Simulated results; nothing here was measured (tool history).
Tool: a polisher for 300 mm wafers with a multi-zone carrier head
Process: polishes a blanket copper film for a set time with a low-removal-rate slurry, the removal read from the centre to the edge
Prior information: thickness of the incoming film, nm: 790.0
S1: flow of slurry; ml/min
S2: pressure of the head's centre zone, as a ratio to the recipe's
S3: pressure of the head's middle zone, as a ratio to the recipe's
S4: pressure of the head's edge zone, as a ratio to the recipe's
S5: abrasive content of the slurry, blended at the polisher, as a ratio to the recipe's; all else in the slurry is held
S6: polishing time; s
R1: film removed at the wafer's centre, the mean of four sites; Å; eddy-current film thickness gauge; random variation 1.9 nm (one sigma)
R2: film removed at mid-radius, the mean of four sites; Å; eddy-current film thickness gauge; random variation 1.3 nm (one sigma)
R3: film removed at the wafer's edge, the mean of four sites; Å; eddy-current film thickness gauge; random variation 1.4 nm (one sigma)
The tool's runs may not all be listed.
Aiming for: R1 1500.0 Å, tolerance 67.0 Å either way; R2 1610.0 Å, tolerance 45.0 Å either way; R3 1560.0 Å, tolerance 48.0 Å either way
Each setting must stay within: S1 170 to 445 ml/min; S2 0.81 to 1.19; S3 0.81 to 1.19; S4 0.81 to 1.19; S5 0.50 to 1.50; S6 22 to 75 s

run	hour	S1	S2	S3	S4	S5	S6	R1	R2	R3
1	0.0	285	1.00	1.00	1.00	1.00	48	1434.5	1415.1	1443.0
2	6.6	290	1.00	1.02	1.01	1.00	48	1471.7	1426.9	1454.8
3	12.4	290	1.00	1.02	1.01	1.00	54	1667.6	1633.1	1623.0
4	13.1	285	0.99	1.02	1.00	1.00	54	1614.7	1629.5	1597.1
5	17.0	285	0.99	1.02	1.05	1.00	54	1644.5	1641.6	1664.9
6	22.0	285	0.99	1.02	1.05	1.00	48	1408.8	1460.2	1463.8
7	29.4	295	0.99	1.03	1.06	1.00	48	1433.2	1471.1	1492.5
8	37.3	305	0.99	1.04	1.07	1.00	48	1421.1	1462.7	1465.5
9	37.9	295	0.98	1.09	1.08	1.25	49	1529.8	1660.9	1665.9
10	43.2	295	0.98	1.09	1.07	1.25	49	1538.6	1691.3	1604.1
11	48.4	295	0.98	1.08	1.06	1.25	49	1541.3	1643.5	1617.4
12	55.6	295	0.98	1.08	1.05	1.25	49	1527.8	1668.0	1603.3

Which one of the following 4 next-run settings gets every result inside its allowed miss? There is exactly one.
A	62.8	295	0.96	1.05	1.00	1.25	49	?	?	?
B	62.8	265	1.03	1.05	1.13	1.15	47	?	?	?
C	62.8	290	0.99	1.04	1.07	1.35	50	?	?	?
D	62.8	240	0.86	1.08	1.03	1.30	48	?	?	?

move	R1	R2	R3
A	1519.3	1602.2	1557.0
B	1497.0	1479.0	1532.7
C	1629.5	1657.1	1678.8
D	1322.3	1584.3	1535.6
A: each result inside its tolerance
B: takes the result that was furthest off past its target
C: lands further from the targets than the last run did
D: brings the result that was furthest off to its target, and leaves another outside
Correct choice: A, which meets every target
